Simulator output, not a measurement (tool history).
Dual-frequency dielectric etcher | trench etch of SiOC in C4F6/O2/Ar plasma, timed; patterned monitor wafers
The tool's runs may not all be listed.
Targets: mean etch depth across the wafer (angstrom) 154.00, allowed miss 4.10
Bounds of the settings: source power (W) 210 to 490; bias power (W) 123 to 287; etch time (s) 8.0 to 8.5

run  hour  source power (W)  bias power (W)  etch time (s)  mean etch depth across the wafer (angstrom)
  1   0.0               350             205            8.5                                       179.67
  2   2.8               330             200            8.5                                       174.67
  3   3.5               330             220            8.5                                       179.92
  4   9.0               310             214            8.5                                       175.20
  5  15.9               310             214            8.5                                       174.07
  6  18.4               290             210            8.5                                       169.50
  7  24.8               280             207            8.5                                       167.05
  8  27.6               270             204            8.5                                       163.77
  9  31.1               260             202            8.5                                       160.66
 10  39.1               260             202            8.5                                       160.39
 11  47.9               250             201            8.5                                       158.47

4 next moves are on the table. One of them brings every result within its allowed miss. Which?
  A  56.7               250             185            8.0                                            ?
  B  56.7               220             194            8.0                                            ?
  C  56.7               210             193            8.5                                            ?
  D  56.7               270             213            8.0                                            ?

move  mean etch depth across the wafer (angstrom)
   A                                       144.67
   B                                       140.18
   C                                       146.24
   D                                       155.39
A: takes the result that was furthest off past its target
B: takes the result that was furthest off past its target
C: takes the result that was furthest off past its target
D: meets every target
Answer: D
